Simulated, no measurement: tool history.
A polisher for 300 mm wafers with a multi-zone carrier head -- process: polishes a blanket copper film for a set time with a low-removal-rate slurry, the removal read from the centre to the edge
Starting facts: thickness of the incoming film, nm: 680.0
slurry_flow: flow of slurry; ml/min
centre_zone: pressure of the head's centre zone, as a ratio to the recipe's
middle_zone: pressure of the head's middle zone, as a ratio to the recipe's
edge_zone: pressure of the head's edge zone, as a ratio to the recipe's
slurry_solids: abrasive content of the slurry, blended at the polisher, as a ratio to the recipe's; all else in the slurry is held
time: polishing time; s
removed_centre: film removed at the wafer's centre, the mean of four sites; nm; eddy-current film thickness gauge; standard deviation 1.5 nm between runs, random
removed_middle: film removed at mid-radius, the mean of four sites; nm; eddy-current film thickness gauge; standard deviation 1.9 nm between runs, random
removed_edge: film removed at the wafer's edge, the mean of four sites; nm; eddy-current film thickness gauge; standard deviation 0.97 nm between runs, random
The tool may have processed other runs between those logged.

{"run": 1, "hour": 0.0, "slurry_flow": 165, "centre_zone": 1, "middle_zone": 1, "edge_zone": 1, "slurry_solids": 1, "time": 34, "removed_centre": 90.934, "removed_middle": 88.004, "removed_edge": 90.766}
{"run": 2, "hour": 6.3, "slurry_flow": 180, "centre_zone": 1.01, "middle_zone": 1.06, "edge_zone": 1.03, "slurry_solids": 1.15, "time": 36, "removed_centre": 100.9, "removed_middle": 104.04, "removed_edge": 100.78}
{"run": 3, "hour": 11.4, "slurry_flow": 180, "centre_zone": 1.01, "middle_zone": 1.06, "edge_zone": 1.03, "slurry_solids": 0.95, "time": 36, "removed_centre": 97.749, "removed_middle": 99.901, "removed_edge": 96.722}
{"run": 4, "hour": 18.1, "slurry_flow": 190, "centre_zone": 1.02, "middle_zone": 1.09, "edge_zone": 1.06, "slurry_solids": 1.1, "time": 38, "removed_centre": 106.85, "removed_middle": 111.97, "removed_edge": 109.05}
{"run": 5, "hour": 19.9, "slurry_flow": 205, "centre_zone": 1.04, "middle_zone": 1.12, "edge_zone": 1.07, "slurry_solids": 1.2, "time": 39, "removed_centre": 114.47, "removed_middle": 120.78, "removed_edge": 114.53}
{"run": 6, "hour": 24.4, "slurry_flow": 215, "centre_zone": 1.05, "middle_zone": 1.14, "edge_zone": 1.08, "slurry_solids": 1.3, "time": 40, "removed_centre": 120.7, "removed_middle": 130.94, "removed_edge": 121.15}
{"run": 7, "hour": 31.6, "slurry_flow": 220, "centre_zone": 1.06, "middle_zone": 1.15, "edge_zone": 1.09, "slurry_solids": 1.35, "time": 41, "removed_centre": 126.85, "removed_middle": 136.15, "removed_edge": 125.01}

Forecast run 8:
{"run": 8, "hour": 34.8, "slurry_flow": 225, "centre_zone": 1.06, "middle_zone": 1.16, "edge_zone": 1.1, "slurry_solids": 1.4, "time": 42, "removed_centre": "?", "removed_middle": "?", "removed_edge": "?"}

Run 8 yielded removed_centre 130.75 nm, removed_middle 139.07 nm, removed_edge 130.39 nm.
